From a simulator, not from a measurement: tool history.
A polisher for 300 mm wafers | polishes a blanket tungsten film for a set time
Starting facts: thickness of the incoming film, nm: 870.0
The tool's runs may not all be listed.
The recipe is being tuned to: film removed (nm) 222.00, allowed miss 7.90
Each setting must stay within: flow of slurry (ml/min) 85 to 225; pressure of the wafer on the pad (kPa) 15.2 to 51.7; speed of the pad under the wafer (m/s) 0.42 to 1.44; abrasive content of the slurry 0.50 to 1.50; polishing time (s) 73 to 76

run	hour	flow of slurry (ml/min)	pressure of the wafer on the pad (kPa)	speed of the pad under the wafer (m/s)	abrasive content of the slurry	polishing time (s)	film removed (nm)
1	0.0	145	33.1	0.92	1.00	73	488.13
2	8.3	145	33.1	0.92	1.00	76	496.26
3	14.5	140	28.3	0.86	1.00	76	405.42
4	19.2	135	24.8	0.82	1.00	76	343.94
5	27.4	110	24.8	0.82	1.00	76	327.92
6	31.1	110	24.8	0.82	1.00	76	335.03
7	40.0	110	22.1	0.80	1.00	76	290.38
8	48.2	105	15.2	0.80	1.00	76	201.03
9	50.5	105	15.9	0.80	1.00	76	208.89

4 candidate next runs follow, results not yet known. Just one meets every target within its allowed miss. Identify it.
A	52.8	160	15.9	0.78	0.85	76	?
B	52.8	110	20.7	0.72	0.75	76	?
C	52.8	125	18.6	0.62	1.10	76	?
D	52.8	100	17.2	0.72	0.95	76	?

move	film removed (nm)
A	206.05
B	221.67
C	204.90
D	201.02
A: lands further from the targets than the last run did
B: hits every target within its allowed miss
C: lands further from the targets than the last run did
D: lands further from the targets than the last run did
Go with B: it meets all targets.
